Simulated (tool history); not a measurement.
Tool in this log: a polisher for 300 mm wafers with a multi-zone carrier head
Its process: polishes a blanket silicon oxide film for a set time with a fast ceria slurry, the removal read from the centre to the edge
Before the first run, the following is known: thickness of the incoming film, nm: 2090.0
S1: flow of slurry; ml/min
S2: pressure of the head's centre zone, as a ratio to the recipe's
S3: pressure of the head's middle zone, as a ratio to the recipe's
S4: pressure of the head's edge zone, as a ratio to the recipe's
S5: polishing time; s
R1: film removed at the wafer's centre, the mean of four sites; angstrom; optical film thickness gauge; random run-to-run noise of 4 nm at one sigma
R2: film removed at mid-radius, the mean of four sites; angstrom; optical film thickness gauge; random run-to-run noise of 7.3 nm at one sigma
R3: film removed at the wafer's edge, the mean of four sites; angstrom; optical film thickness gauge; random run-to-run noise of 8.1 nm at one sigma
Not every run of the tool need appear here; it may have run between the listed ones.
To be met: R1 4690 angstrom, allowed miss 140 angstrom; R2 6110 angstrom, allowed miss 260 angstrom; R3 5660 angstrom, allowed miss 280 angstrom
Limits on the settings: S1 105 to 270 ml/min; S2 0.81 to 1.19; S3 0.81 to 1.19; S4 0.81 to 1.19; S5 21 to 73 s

run	hour	S1	S2	S3	S4	S5	R1	R2	R3
1	0	175	1	1	1	47	6916.8	7206.3	6900.4
2	2.3	175	1	1.07	1	47	6827.9	7647	6996.6
3	10.2	170	0.97	1.06	0.99	46	6474.1	7484.9	6631.8
4	17.2	170	0.89	1.06	0.99	46	6049.3	7529.5	6518.8
5	20.8	165	0.88	1.05	1	45	5781.5	7151.3	6487.8
6	25.5	165	0.83	1.05	1	45	5460.8	7077	6634
7	29.4	130	0.81	1.03	0.91	39	4445	5946.1	5340
8	31.1	135	0.81	1.03	0.92	39	4410.2	5813.1	5482.3
# hour 39.6: edge zone pressure recalibrated
9	39.6	140	0.81	1.03	0.92	39	4418.1	5934.1	5539

Which one of the following 5 next-run settings gets every result inside its allowed miss? There is exactly one.
A	48.1	185	0.81	0.88	1.03	36	?	?	?
B	48.1	170	0.86	0.97	0.86	38	?	?	?
C	48.1	120	0.83	1.08	1.05	38	?	?	?
D	48.1	140	0.82	1.03	0.88	40	?	?	?
E	48.1	150	0.85	1.16	0.92	36	?	?	?

move	R1	R2	R3
A	4337.4	4917	5647.8
B	4803.2	5554	5612
C	4355.2	5744.5	5698.3
D	4663	5966.8	5813.8
E	4409.6	5998.8	5328.6
A: further off than the last run
B: meets the target for the result that was furthest off, but another lies outside its allowed miss
C: further off than the last run
D: all results in spec
E: neither nearer nor further off than the last run
Answer: D
